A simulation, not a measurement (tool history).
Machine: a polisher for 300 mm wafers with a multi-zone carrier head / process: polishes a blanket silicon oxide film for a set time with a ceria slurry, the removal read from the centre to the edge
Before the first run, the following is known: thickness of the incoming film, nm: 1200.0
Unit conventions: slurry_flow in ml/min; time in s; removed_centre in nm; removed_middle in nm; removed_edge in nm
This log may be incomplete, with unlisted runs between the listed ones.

run  hour  slurry_flow  centre_zone  middle_zone  edge_zone  time  removed_centre  removed_middle  removed_edge
  1   0.0          190         1.00         1.00       1.00    43          207.94          209.20        206.68
  2   5.8          150         1.00         1.00       1.00    43          193.82          205.17        203.58
  3   7.4          150         0.96         1.00       1.00    43          190.20          205.04        206.66
  4  15.8          150         0.97         1.01       0.98    42          187.53          206.41        193.69
  5  23.6          150         0.97         1.00       0.97    41          183.32          198.94        189.71
  6  28.9          150         0.97         1.00       0.97    47          215.12          230.80        217.64
  7  36.4          150         0.96         0.99       0.95    45          200.42          211.65        212.16

Run 8 is up next; what results do you expect?
  8  43.7          150         0.96         0.99       0.95    45               ?               ?             ?

Run 8 produced removed_centre 202.88 nm, removed_middle 215.97 nm, removed_edge 208.44 nm.

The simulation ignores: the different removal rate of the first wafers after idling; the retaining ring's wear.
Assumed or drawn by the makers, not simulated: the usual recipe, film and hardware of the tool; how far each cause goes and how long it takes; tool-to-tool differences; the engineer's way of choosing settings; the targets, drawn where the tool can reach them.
